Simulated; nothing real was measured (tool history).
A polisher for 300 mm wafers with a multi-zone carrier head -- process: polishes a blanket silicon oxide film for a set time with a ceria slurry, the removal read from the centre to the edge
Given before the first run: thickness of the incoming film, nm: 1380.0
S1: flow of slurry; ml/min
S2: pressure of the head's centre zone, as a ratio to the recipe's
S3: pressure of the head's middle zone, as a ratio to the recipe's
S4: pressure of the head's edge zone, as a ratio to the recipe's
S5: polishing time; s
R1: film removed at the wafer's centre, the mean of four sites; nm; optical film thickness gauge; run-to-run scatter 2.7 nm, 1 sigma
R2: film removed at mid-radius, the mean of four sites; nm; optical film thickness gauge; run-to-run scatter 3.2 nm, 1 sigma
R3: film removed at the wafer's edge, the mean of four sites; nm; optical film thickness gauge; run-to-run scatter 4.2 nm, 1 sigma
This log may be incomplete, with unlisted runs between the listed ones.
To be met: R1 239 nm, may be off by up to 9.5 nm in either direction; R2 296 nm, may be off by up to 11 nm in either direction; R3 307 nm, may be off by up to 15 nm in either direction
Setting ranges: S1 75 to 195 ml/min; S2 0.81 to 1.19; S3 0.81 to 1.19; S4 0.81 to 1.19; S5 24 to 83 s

run,hour,S1,S2,S3,S4,S5,R1,R2,R3
1,0,125,1,1,1,53,247.19,237.91,247.72
2,5.6,125,0.93,1,1,53,229.57,236.5,236.74
3,13.3,120,0.91,1.01,1.02,55,231.26,250.4,246.12
4,15.6,120,0.9,1.01,1.04,56,230.4,255.65,262.13
5,24,120,0.85,1.01,1.04,56,215.67,257.39,256.32
6,27.2,120,0.85,1.08,1.04,56,215.08,269.33,261.79
7,32.7,125,0.85,1.08,1.05,56,223.24,271.87,259.83
8,36.4,125,0.85,1.08,1.06,57,227.26,277.22,272.12
9,42.9,125,0.85,1.08,1.06,57,226.58,274.95,270.72

Which of these 4 next moves meets every target?
A,49.4,115,0.81,1.01,1.12,66,?,?,?
B,49.4,120,0.81,1.17,0.85,57,?,?,?
C,49.4,120,0.81,1.19,0.97,57,?,?,?
D,49.4,140,0.84,0.98,1.13,58,?,?,?

move,R1,R2,R3
A,242.29,300.35,307.42
B,211.64,296.86,239.94
C,211.67,301.2,251.73
D,230.88,267.48,278.78
A: all results land within tolerance of their targets
B: further off than the last run
C: further off than the last run
D: further off than the last run
So the answer is move A, the one that meets all the targets.

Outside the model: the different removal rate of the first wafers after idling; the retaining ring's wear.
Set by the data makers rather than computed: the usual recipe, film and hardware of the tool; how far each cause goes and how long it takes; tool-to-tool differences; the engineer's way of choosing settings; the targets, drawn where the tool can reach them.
